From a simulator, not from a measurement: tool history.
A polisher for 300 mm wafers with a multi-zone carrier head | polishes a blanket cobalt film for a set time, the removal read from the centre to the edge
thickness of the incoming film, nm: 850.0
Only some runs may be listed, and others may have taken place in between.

| run | hour | flow of slurry (ml/min) | pressure of the head's centre zone | pressure of the head's middle zone | pressure of the head's edge zone | polishing time (s) | film removed at the wafer's centre (angstrom) | film removed at mid-radius (angstrom) | film removed at the wafer's edge (angstrom) |
|---|---|---|---|---|---|---|---|---|---|
| 1 | 0.0 | 235 | 1.00 | 1.00 | 1.00 | 41 | 1431.7 | 1428.7 | 1327.8 |
| 2 | 7.7 | 235 | 1.00 | 1.00 | 0.95 | 41 | 1414.7 | 1407.7 | 1305.5 |
| 3 | 12.2 | 280 | 1.00 | 1.00 | 0.95 | 41 | 1449.3 | 1431.4 | 1327.6 |
| 4 | 20.4 | 245 | 1.00 | 1.00 | 0.95 | 41 | 1426.7 | 1425.9 | 1296.4 |
| 5 | 22.7 | 290 | 1.00 | 1.00 | 0.95 | 41 | 1459.9 | 1432.9 | 1350.9 |
| 6 | 31.3 | 290 | 1.00 | 0.96 | 0.95 | 41 | 1468.6 | 1394.9 | 1322.5 |
| 7 | 36.8 | 285 | 0.98 | 1.02 | 0.92 | 41 | 1411.7 | 1473.6 | 1282.9 |
|  | 40.8 | edge zone pressure recalibrated |
| 8 | 40.8 | 290 | 0.96 | 1.05 | 0.95 | 41 | 1376.6 | 1518.2 | 1388.9 |
| 9 | 46.7 | 285 | 0.95 | 1.07 | 0.93 | 41 | 1358.8 | 1536.6 | 1356.1 |
| 10 | 48.6 | 285 | 0.94 | 1.09 | 0.92 | 41 | 1355.0 | 1560.1 | 1346.0 |
| 11 | 51.5 | 285 | 0.94 | 1.09 | 0.92 | 41 | 1367.0 | 1534.3 | 1358.8 |
| 12 | 54.7 | 285 | 0.92 | 1.12 | 0.90 | 41 | 1335.3 | 1588.0 | 1339.2 |

Expected results for the next run?
| 13 | 60.9 | 290 | 0.92 | 1.13 | 0.90 | 41 | ? | ? | ? |

Run 13 gave film removed at the wafer's centre (angstrom) 1347.1, film removed at mid-radius (angstrom) 1601.9, film removed at the wafer's edge (angstrom) 1344.1.
